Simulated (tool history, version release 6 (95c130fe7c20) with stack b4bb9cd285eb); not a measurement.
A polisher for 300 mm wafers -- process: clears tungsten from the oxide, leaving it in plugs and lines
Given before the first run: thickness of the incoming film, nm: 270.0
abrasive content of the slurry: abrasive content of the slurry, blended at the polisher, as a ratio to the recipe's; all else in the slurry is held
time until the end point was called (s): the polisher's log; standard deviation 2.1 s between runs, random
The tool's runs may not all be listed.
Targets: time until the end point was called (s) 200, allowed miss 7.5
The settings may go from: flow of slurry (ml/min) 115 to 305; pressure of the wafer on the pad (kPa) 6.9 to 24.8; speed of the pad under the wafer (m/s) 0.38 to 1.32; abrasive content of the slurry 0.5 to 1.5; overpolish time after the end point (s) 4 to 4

| run | day | flow of slurry (ml/min) | pressure of the wafer on the pad (kPa) | speed of the pad under the wafer (m/s) | abrasive content of the slurry | overpolish time after the end point (s) | time until the end point was called (s) |
|---|---|---|---|---|---|---|---|
| 1 | 0 | 195 | 15.9 | 0.84 | 1 | 4 | 92.85 |
| 2 | 0.258 | 195 | 15.9 | 0.98 | 1 | 4 | 83.79 |
| 3 | 0.367 | 195 | 12.4 | 0.98 | 1 | 4 | 106.46 |
| 4 | 0.471 | 190 | 10.3 | 0.9 | 1 | 4 | 133.9 |
| 5 | 0.654 | 190 | 10.3 | 0.9 | 1 | 4 | 134.39 |
| 6 | 0.738 | 185 | 9 | 0.86 | 1 | 4 | 163.27 |
| 7 | 0.958 | 175 | 8.3 | 0.86 | 1 | 4 | 170.46 |
| 8 | 1.142 | 175 | 6.9 | 0.78 | 1 | 4 | 220.76 |
| 9 | 1.292 | 185 | 6.9 | 0.78 | 1 | 4 | 216.22 |

Which single option among these 5 for the next run brings every result within its allowed miss of target? Just one does.
| A | 1.442 | 200 | 8.3 | 0.76 | 1.2 | 4 | ? |
| B | 1.442 | 195 | 8.3 | 0.8 | 0.95 | 4 | ? |
| C | 1.442 | 185 | 8.3 | 0.78 | 1.05 | 4 | ? |
| D | 1.442 | 140 | 7.6 | 0.66 | 0.8 | 4 | ? |
| E | 1.442 | 145 | 9 | 0.62 | 1.15 | 4 | ? |

| move | time until the end point was called (s) |
|---|---|
| A | 176.93 |
| B | 180.54 |
| C | 180.69 |
| D | 240.89 |
| E | 196.73 |
A: the result that was furthest off in the last run now lies on the other side of its target
B: the result that was furthest off in the last run now lies on the other side of its target
C: the result that was furthest off in the last run now lies on the other side of its target
D: its largest miss is bigger than the last run's
E: in spec on every target
So the answer is move E, the one that meets all the targets.

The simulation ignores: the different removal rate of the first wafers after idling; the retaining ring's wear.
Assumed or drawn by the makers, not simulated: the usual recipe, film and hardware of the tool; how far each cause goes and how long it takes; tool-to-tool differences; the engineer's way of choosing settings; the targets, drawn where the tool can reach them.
